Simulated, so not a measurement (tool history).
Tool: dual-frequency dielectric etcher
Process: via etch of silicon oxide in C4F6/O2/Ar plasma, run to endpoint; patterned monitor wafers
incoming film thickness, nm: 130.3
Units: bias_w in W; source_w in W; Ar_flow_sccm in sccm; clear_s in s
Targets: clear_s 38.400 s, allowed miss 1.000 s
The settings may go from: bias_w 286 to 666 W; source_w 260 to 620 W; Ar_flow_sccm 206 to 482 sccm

run	hour	bias_w	source_w	Ar_flow_sccm	clear_s
1	0.0	476	440	344	28.444
2	8.4	476	440	305	28.033
3	12.7	476	480	305	27.562
4	16.4	476	480	328	27.916
5	24.6	456	460	344	28.880
6	25.5	456	510	344	27.918
7	29.0	438	490	354	29.009
8	32.1	422	470	362	29.839
9	37.3	327	380	409	36.247
10	38.5	323	380	410	36.197
11	42.1	319	380	411	36.316
12	42.9	316	380	412	36.348
13	44.0	316	380	412	36.492
14	46.9	316	380	412	36.458
15	51.8	313	380	413	36.529
16	57.7	310	380	414	36.553
17	60.3	308	380	415	36.839
18	61.4	306	380	416	37.388
19	67.1	304	380	416	37.338
20	72.4	302	380	416	37.261
21	75.6	300	380	417	37.525

4 next moves are on the table. One of them brings every result within its allowed miss. Which?
A	78.8	306	430	474	?
B	78.8	313	440	434	?
C	78.8	294	390	357	?
D	78.8	309	330	461	?

move	clear_s
A	36.425
B	35.440
C	36.696
D	38.733
A: further off than the last run
B: further off than the last run
C: further off than the last run
D: meets every target
The right move is D.
